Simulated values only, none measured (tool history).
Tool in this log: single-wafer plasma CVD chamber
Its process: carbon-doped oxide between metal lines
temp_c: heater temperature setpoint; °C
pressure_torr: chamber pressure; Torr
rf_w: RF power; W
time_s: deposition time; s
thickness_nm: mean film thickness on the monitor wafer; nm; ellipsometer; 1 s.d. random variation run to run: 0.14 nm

run 1 day=0.000 | temp_c=375 pressure_torr=4.38 rf_w=405 time_s=21.6 | thickness_nm=82.962
run 2 day=0.158 | temp_c=377 pressure_torr=4.12 rf_w=395 time_s=21.6 | thickness_nm=80.765
run 3 day=0.508 | temp_c=377 pressure_torr=4.12 rf_w=395 time_s=20.5 | thickness_nm=76.672
run 4 day=0.742 | temp_c=377 pressure_torr=3.40 rf_w=395 time_s=20.5 | thickness_nm=75.431
run 5 day=0.979 | temp_c=379 pressure_torr=3.27 rf_w=395 time_s=20.5 | thickness_nm=74.507
run 6 day=1.221 | temp_c=381 pressure_torr=3.16 rf_w=395 time_s=20.5 | thickness_nm=73.980
run 7 day=1.475 | temp_c=383 pressure_torr=3.07 rf_w=395 time_s=20.5 | thickness_nm=73.507
run 8 day=1.500 | temp_c=384 pressure_torr=3.00 rf_w=395 time_s=20.5 | thickness_nm=73.123
run 9 day=1.696 | temp_c=385 pressure_torr=2.94 rf_w=395 time_s=20.5 | thickness_nm=72.981

Run 10 comes next. What will it give?
run 10 day=1.879 | temp_c=386 pressure_torr=2.89 rf_w=395 time_s=20.5 | thickness_nm=?

{"run 10": {"thickness_nm": 72.818}}
